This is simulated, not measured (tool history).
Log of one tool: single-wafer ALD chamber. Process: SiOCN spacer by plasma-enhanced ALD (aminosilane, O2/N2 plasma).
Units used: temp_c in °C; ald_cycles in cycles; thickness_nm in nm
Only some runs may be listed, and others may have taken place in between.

run,hour,temp_c,ald_cycles,thickness_nm
1,0,395,105,5.9932
2,5.5,391,105,6.0274
3,13.2,391,95,5.4354
4,16.4,391,100,5.7023
5,18.8,395,100,5.6855
6,24.5,389,100,5.6929

Run 7 is up next; what results do you expect?
7,33.4,389,104,?

thickness_nm: 5.8883 nm
